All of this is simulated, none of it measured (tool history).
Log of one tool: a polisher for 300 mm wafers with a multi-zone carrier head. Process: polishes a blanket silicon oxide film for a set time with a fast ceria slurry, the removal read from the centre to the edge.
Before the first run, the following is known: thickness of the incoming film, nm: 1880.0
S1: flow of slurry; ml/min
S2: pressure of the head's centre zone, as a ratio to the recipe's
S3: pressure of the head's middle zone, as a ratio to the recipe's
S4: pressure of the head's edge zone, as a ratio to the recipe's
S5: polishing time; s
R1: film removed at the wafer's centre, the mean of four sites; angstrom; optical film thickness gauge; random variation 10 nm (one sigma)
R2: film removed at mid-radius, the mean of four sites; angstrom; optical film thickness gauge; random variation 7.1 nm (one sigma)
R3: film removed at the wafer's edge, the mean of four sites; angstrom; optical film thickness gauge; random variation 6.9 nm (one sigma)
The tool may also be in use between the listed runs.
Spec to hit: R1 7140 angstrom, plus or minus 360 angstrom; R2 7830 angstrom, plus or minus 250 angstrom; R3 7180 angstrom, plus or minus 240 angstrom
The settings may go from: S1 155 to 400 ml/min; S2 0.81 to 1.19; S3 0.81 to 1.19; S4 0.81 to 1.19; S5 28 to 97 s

| run | hour | S1 | S2 | S3 | S4 | S5 | R1 | R2 | R3 |
|---|---|---|---|---|---|---|---|---|---|
| 1 | 0 | 255 | 1 | 1 | 1 | 62 | 5567.1 | 5636.7 | 5786.2 |
| 2 | 3.8 | 265 | 1.02 | 1.04 | 1.02 | 65 | 6061.1 | 6114.1 | 6214.6 |
| 3 | 9.8 | 235 | 1.02 | 1.04 | 1.02 | 65 | 5933.3 | 6023.8 | 6036.3 |
| 4 | 12.8 | 235 | 1.02 | 1.04 | 0.98 | 65 | 5957.3 | 6077.9 | 5998.4 |
| 5 | 17.5 | 235 | 1.02 | 1.04 | 1.06 | 65 | 5866.8 | 5992.8 | 6174.4 |
| 6 | 22.3 | 255 | 1.03 | 1.08 | 1.06 | 67 | 6376.6 | 6436.7 | 6338 |
| 7 | 28 | 265 | 1.02 | 1.1 | 1.07 | 69 | 6397.5 | 6732.8 | 6622.3 |
| 8 | 37 | 275 | 1.02 | 1.12 | 1.07 | 70 | 6623.3 | 6933.2 | 6762.5 |
| 9 | 40.9 | 280 | 1.02 | 1.14 | 1.06 | 71 | 6588.4 | 7378.4 | 6842 |
| 10 | 46.6 | 290 | 1.03 | 1.15 | 1.07 | 71 | 6846.3 | 7412.5 | 7014.9 |
| 11 | 55.4 | 300 | 1.03 | 1.16 | 1.07 | 71 | 7041.6 | 7369 | 6949.7 |
| 12 | 60.7 | 300 | 1.03 | 1.17 | 1.07 | 72 | 6936.9 | 7554 | 6994.7 |
| 13 | 67.9 | 305 | 1.03 | 1.17 | 1.07 | 72 | 6954.1 | 7524.5 | 7044.7 |

Below are 4 possible settings for the next run. Only one of them brings all results inside the allowed miss of their targets. Which is it?
| A | 75.1 | 345 | 1.02 | 1.15 | 1.02 | 74 | ? | ? | ? |
| B | 75.1 | 280 | 1.01 | 1.05 | 0.93 | 73 | ? | ? | ? |
| C | 75.1 | 330 | 1.01 | 1.07 | 1.11 | 74 | ? | ? | ? |
| D | 75.1 | 295 | 1.01 | 1.11 | 1.08 | 72 | ? | ? | ? |

| move | R1 | R2 | R3 |
|---|---|---|---|
| A | 7343.1 | 7694.7 | 7157.7 |
| B | 7010.2 | 6877.8 | 6657.8 |
| C | 7241.2 | 7203.6 | 7450.2 |
| D | 6960.9 | 7152.4 | 7084.3 |
A: all results land within tolerance of their targets
B: moves away from the targets compared with the last run
C: moves away from the targets compared with the last run
D: moves away from the targets compared with the last run
Answer: A
